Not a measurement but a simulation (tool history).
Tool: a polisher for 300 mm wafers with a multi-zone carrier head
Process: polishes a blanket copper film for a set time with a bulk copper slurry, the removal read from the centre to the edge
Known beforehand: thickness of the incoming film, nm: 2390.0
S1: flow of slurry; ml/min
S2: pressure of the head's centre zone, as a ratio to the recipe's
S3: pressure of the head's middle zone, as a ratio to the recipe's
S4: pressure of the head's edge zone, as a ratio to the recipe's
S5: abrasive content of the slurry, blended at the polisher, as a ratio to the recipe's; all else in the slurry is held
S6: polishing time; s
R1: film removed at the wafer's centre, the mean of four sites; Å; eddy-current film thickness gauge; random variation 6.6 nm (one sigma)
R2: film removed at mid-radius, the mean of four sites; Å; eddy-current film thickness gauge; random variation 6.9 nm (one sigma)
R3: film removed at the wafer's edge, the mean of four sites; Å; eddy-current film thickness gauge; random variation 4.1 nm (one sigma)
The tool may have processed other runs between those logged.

run,hour,S1,S2,S3,S4,S5,S6,R1,R2,R3
1,0,155,1,1,1,1,50,6251.3,6184.6,6186.6
2,0.7,155,1.04,1,1,1,50,6412.3,6040.2,6079.5
3,7.3,150,1.01,1.02,0.98,0.95,50,6185.2,6035,5984.8
4,15,125,1.01,1.02,0.98,0.95,50,5860.9,5904.9,5830.7
5,16.4,125,1.01,1.02,0.98,0.95,38,4598.3,4480.5,4465.6
6,25.1,140,0.98,1.05,0.98,1,38,4644.6,4696,4546.2
7,33.6,150,0.95,1.08,0.98,1.1,38,4595,5036,4692.2
8,40.3,160,0.94,1.1,0.99,1.15,38,4625.3,5223.3,4820.9

Run 9 is up next; what results do you expect?
9,45,170,0.93,1.12,0.99,1.15,38,?,?,?

R1: 4717.1 Å
R2: 5307.9 Å
R3: 4872.5 Å
